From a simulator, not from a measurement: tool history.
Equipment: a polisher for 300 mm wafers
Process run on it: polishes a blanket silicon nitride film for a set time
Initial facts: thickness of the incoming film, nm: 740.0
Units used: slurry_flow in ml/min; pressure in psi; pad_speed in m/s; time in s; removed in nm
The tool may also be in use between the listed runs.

Run 1, day 0: slurry_flow 260 ml/min, pressure 3.8 psi, pad_speed 0.94 m/s, time 50 s. Result: removed 95.271 nm.
Run 2, day 0.142: slurry_flow 290 ml/min, pressure 3.8 psi, pad_speed 0.94 m/s, time 50 s. Result: removed 97.283 nm.
Run 3, day 0.4: slurry_flow 290 ml/min, pressure 3.5 psi, pad_speed 0.94 m/s, time 50 s. Result: removed 87.48 nm.
Run 4, day 0.592: slurry_flow 290 ml/min, pressure 3.5 psi, pad_speed 0.94 m/s, time 45 s. Result: removed 80.436 nm.
Run 5, day 0.883: slurry_flow 290 ml/min, pressure 3.5 psi, pad_speed 0.84 m/s, time 45 s. Result: removed 72.283 nm.
Run 6, day 1.017: slurry_flow 290 ml/min, pressure 3.5 psi, pad_speed 0.84 m/s, time 50 s. Result: removed 82.007 nm.

Run 7 has not been measured yet. What should we expect?
Run 7, day 1.333: slurry_flow 290 ml/min, pressure 3.4 psi, pad_speed 0.84 m/s, time 50 s. Result: removed ?.

Run 7 measured removed 78.583 nm.
